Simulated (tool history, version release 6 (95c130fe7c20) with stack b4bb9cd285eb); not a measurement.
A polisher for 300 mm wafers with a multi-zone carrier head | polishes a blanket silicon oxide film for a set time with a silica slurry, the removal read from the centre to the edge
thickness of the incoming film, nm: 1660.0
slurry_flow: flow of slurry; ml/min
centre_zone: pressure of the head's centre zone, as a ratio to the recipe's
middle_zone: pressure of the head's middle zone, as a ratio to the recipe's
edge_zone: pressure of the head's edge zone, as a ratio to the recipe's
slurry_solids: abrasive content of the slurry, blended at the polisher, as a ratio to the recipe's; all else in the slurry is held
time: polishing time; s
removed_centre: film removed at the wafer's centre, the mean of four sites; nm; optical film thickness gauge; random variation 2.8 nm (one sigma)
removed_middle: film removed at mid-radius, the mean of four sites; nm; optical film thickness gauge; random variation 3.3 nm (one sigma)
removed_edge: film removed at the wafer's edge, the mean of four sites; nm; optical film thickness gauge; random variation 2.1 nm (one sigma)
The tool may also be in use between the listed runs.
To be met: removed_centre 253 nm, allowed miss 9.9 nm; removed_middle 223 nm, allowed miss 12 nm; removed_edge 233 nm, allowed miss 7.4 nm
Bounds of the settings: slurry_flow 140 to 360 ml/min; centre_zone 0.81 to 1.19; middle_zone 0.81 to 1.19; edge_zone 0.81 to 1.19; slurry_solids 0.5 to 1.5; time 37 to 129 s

Run 1, day 0: slurry_flow 230 ml/min, centre_zone 1, middle_zone 1, edge_zone 1, slurry_solids 1, time 83 s. Result: removed_centre 392.53 nm, removed_middle 389.14 nm, removed_edge 397.36 nm.
Run 2, day 0.171: slurry_flow 230 ml/min, centre_zone 1, middle_zone 0.99, edge_zone 0.99, slurry_solids 0.95, time 81 s. Result: removed_centre 379.98 nm, removed_middle 381.86 nm, removed_edge 373.27 nm.
Run 3, day 0.271: slurry_flow 230 ml/min, centre_zone 0.93, middle_zone 0.99, edge_zone 0.99, slurry_solids 0.95, time 81 s. Result: removed_centre 353.6 nm, removed_middle 367.25 nm, removed_edge 376.88 nm.
Run 4, day 0.421: slurry_flow 260 ml/min, centre_zone 0.93, middle_zone 0.99, edge_zone 0.99, slurry_solids 0.95, time 81 s. Result: removed_centre 364.56 nm, removed_middle 375.68 nm, removed_edge 380.12 nm.
Run 5, day 0.467: slurry_flow 260 ml/min, centre_zone 0.86, middle_zone 0.99, edge_zone 0.99, slurry_solids 0.95, time 81 s. Result: removed_centre 329.99 nm, removed_middle 374.65 nm, removed_edge 380.17 nm.
Run 6, day 0.608: slurry_flow 260 ml/min, centre_zone 0.87, middle_zone 0.97, edge_zone 0.98, slurry_solids 0.9, time 79 s. Result: removed_centre 317.01 nm, removed_middle 355.69 nm, removed_edge 358.23 nm.
Run 7, day 0.671: slurry_flow 260 ml/min, centre_zone 0.89, middle_zone 0.95, edge_zone 0.98, slurry_solids 0.85, time 77 s. Result: removed_centre 311.96 nm, removed_middle 326.5 nm, removed_edge 337.01 nm.
Run 8, day 0.992: slurry_flow 240 ml/min, centre_zone 0.93, middle_zone 0.87, edge_zone 0.88, slurry_solids 0.6, time 67 s. Result: removed_centre 236.42 nm, removed_middle 231.9 nm, removed_edge 236.03 nm.

5 next moves are on the table. One of them brings every result within its allowed miss. Which?
Run A, day 1.312: slurry_flow 185 ml/min, centre_zone 1.14, middle_zone 0.81, edge_zone 0.95, slurry_solids 0.5, time 68 s. Result: removed_centre ?, removed_middle ?, removed_edge ?.
Run B, day 1.312: slurry_flow 250 ml/min, centre_zone 1, middle_zone 0.83, edge_zone 0.87, slurry_solids 0.65, time 64 s. Result: removed_centre ?, removed_middle ?, removed_edge ?.
Run C, day 1.312: slurry_flow 275 ml/min, centre_zone 0.89, middle_zone 0.91, edge_zone 0.81, slurry_solids 0.75, time 66 s. Result: removed_centre ?, removed_middle ?, removed_edge ?.
Run D, day 1.312: slurry_flow 175 ml/min, centre_zone 1.12, middle_zone 0.83, edge_zone 0.85, slurry_solids 0.55, time 67 s. Result: removed_centre ?, removed_middle ?, removed_edge ?.
Run E, day 1.312: slurry_flow 180 ml/min, centre_zone 0.93, middle_zone 0.83, edge_zone 0.84, slurry_solids 0.6, time 70 s. Result: removed_centre ?, removed_middle ?, removed_edge ?.

move  removed_centre  removed_middle  removed_edge
   A          251.46          193.27        211.96
   B          252.63          223.61         229.4
   C          252.74          264.83        248.78
   D          254.11           201.8        207.96
   E          232.45          222.71        227.75
A: brings the result that was furthest off to its target, and leaves another outside
B: meets every target
C: brings the result that was furthest off to its target, and leaves another outside
D: brings the result that was furthest off to its target, and leaves another outside
E: further off than the last run
Move B is the one to make.
